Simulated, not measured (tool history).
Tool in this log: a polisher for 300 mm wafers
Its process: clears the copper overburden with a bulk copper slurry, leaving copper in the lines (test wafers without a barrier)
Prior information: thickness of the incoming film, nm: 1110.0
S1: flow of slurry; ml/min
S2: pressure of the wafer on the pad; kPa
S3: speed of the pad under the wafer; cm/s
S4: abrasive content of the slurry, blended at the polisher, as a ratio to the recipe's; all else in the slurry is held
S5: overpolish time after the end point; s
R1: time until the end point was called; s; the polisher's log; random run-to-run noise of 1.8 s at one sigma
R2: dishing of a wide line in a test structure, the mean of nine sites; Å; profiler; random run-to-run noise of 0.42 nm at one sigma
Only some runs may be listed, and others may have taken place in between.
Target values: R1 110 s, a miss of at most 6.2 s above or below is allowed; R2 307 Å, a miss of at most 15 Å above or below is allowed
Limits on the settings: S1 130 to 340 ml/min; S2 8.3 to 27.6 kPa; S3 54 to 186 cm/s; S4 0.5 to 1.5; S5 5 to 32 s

run	hour	S1	S2	S3	S4	S5	R1	R2
1	0	220	17.9	118	1	16	127.26	612.32
2	7.2	200	17.9	118	1	16	124.81	603.38
3	8.9	190	16.5	124	1	15	129.56	567.77
4	13.8	185	15.9	132	1	14	128.36	568.85
# hour 22.6: worn pad replaced by a new one
5	22.6	185	15.9	132	1	20	115.08	689.45
6	23.7	180	15.2	136	1.05	18	115.74	641.78
7	27.1	175	14.5	138	1.1	16	117.48	632.76
8	30.6	170	15.2	140	1.05	15	115.46	597.27
9	37.2	165	14.5	146	1	14	114.51	608.87
10	38	160	15.9	136	1.05	13	112.79	581.8
11	41.4	155	16.5	126	1.1	12	120.52	546.16
12	41.9	150	17.2	120	1.15	11	119.73	513.02
13	47.1	150	17.9	112	1.2	10	125.7	467.52
14	54.2	210	22.8	78	1.45	5	137.26	264.57
15	57.5	205	23.4	78	1.45	5	133.61	266.52
16	62.7	205	24.1	78	1.45	5	133.76	278.58
17	63.3	205	24.8	80	1.45	5	122.05	282.57
18	72	195	26.2	80	1.4	5	120.13	293.47

Which single option among these 4 for the next run brings every result within its allowed miss of target? Just one does.
A	80.7	200	26.2	78	1.3	5	?	?
B	80.7	200	24.8	90	1.5	5	?	?
C	80.7	195	26.2	74	1.2	5	?	?
D	80.7	190	26.2	80	1.35	5	?	?

move	R1	R2
A	124.91	283.88
B	110.73	312.67
C	133.68	268.28
D	122.02	289.41
A: misses by more than the last run did
B: all results in spec
C: misses by more than the last run did
D: misses by more than the last run did
Move B is the one to make.
